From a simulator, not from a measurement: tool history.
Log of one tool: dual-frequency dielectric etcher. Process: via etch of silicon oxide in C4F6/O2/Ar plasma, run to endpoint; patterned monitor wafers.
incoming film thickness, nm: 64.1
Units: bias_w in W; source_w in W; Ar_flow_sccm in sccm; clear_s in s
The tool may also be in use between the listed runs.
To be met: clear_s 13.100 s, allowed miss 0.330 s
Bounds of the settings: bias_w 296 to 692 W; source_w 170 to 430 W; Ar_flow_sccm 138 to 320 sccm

Run 1, day 0.000: bias_w 494 W, source_w 300 W, Ar_flow_sccm 229 sccm. Result: clear_s 14.977 s.
Run 2, day 0.329: bias_w 424 W, source_w 300 W, Ar_flow_sccm 229 sccm. Result: clear_s 15.903 s.
Run 3, day 0.567: bias_w 424 W, source_w 300 W, Ar_flow_sccm 250 sccm. Result: clear_s 15.770 s.
Run 4, day 0.700: bias_w 424 W, source_w 300 W, Ar_flow_sccm 283 sccm. Result: clear_s 16.342 s.
Run 5, day 0.979: bias_w 456 W, source_w 310 W, Ar_flow_sccm 281 sccm. Result: clear_s 15.615 s.
Run 6, day 1.242: bias_w 456 W, source_w 360 W, Ar_flow_sccm 281 sccm. Result: clear_s 14.684 s.
Run 7, day 1.450: bias_w 474 W, source_w 360 W, Ar_flow_sccm 280 sccm. Result: clear_s 14.350 s.
Run 8, day 1.796: bias_w 488 W, source_w 360 W, Ar_flow_sccm 280 sccm. Result: clear_s 14.137 s.
Run 9, day 1.954: bias_w 499 W, source_w 360 W, Ar_flow_sccm 280 sccm. Result: clear_s 13.992 s.
Run 10, day 2.254: bias_w 508 W, source_w 360 W, Ar_flow_sccm 280 sccm. Result: clear_s 14.030 s.
Run 11, day 2.275: bias_w 519 W, source_w 360 W, Ar_flow_sccm 280 sccm. Result: clear_s 13.842 s.
Run 12, day 2.400: bias_w 527 W, source_w 360 W, Ar_flow_sccm 280 sccm. Result: clear_s 13.844 s.
Run 13, day 2.771: bias_w 536 W, source_w 360 W, Ar_flow_sccm 280 sccm. Result: clear_s 13.594 s.

Which of these 5 next moves meets every target?
Run A, day 3.142: bias_w 545 W, source_w 370 W, Ar_flow_sccm 235 sccm. Result: clear_s ?.
Run B, day 3.142: bias_w 397 W, source_w 420 W, Ar_flow_sccm 239 sccm. Result: clear_s ?.
Run C, day 3.142: bias_w 520 W, source_w 350 W, Ar_flow_sccm 292 sccm. Result: clear_s ?.
Run D, day 3.142: bias_w 499 W, source_w 340 W, Ar_flow_sccm 270 sccm. Result: clear_s ?.
Run E, day 3.142: bias_w 537 W, source_w 330 W, Ar_flow_sccm 262 sccm. Result: clear_s ?.

move  clear_s
   A   13.171
   B   14.020
   C   14.122
   D   14.387
   E   14.132
A: meets every target
B: further off than the last run
C: further off than the last run
D: further off than the last run
E: further off than the last run
Answer: A
